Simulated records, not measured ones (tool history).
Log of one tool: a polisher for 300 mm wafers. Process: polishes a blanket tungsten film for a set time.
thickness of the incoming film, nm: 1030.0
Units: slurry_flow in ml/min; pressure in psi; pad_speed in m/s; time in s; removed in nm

run 1 hour=0.0 | slurry_flow=140 pressure=4.8 pad_speed=1.06 slurry_solids=1.0 time=24 | removed=164.83
run 2 hour=5.5 | slurry_flow=175 pressure=4.8 pad_speed=1.06 slurry_solids=1.0 time=24 | removed=169.74
run 3 hour=14.4 | slurry_flow=175 pressure=4.8 pad_speed=1.06 slurry_solids=1.0 time=21 | removed=146.77
run 4 hour=18.6 | slurry_flow=175 pressure=5.5 pad_speed=1.06 slurry_solids=1.0 time=21 | removed=162.89
run 5 hour=26.3 | slurry_flow=175 pressure=6.3 pad_speed=1.06 slurry_solids=1.0 time=21 | removed=175.13
run 6 hour=30.0 | slurry_flow=175 pressure=6.6 pad_speed=1.14 slurry_solids=1.0 time=21 | removed=198.97
run 7 hour=37.4 | slurry_flow=175 pressure=6.8 pad_speed=1.18 slurry_solids=1.0 time=21 | removed=206.40
run 8 hour=44.9 | slurry_flow=175 pressure=7.0 pad_speed=1.22 slurry_solids=1.0 time=21 | removed=222.86

Run 9 comes next. What will it give?
run 9 hour=52.1 | slurry_flow=175 pressure=7.1 pad_speed=1.24 slurry_solids=1.0 time=21 | removed=?

{"run 9": {"removed": 226.39}}
